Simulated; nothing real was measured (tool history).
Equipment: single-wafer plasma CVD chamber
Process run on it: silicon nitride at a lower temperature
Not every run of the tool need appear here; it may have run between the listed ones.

run  hour  heater temperature setpoint (K)  chamber pressure (Torr)  RF power (kW)  deposition time (s)  mean film thickness on the monitor wafer (nm)
  1   0.0                           618.15                     1.35          0.315                 18.2                                         19.998
  2   2.2                           618.15                     1.30          0.310                 18.2                                         19.782
  3   6.0                           612.15                     1.30          0.310                 18.2                                         19.479
  4  14.7                           612.15                     1.06          0.310                 18.2                                         18.777
  5  22.4                           612.15                     1.04          0.310                 18.2                                         18.651
  6  26.1                           612.15                     1.02          0.310                 18.2                                         18.559

Run 7, settings as shown, results not yet in. Your forecast:
  7  26.9                           612.15                     1.00          0.310                 18.2                                              ?

Run 7 came out at mean film thickness on the monitor wafer (nm) 18.609.

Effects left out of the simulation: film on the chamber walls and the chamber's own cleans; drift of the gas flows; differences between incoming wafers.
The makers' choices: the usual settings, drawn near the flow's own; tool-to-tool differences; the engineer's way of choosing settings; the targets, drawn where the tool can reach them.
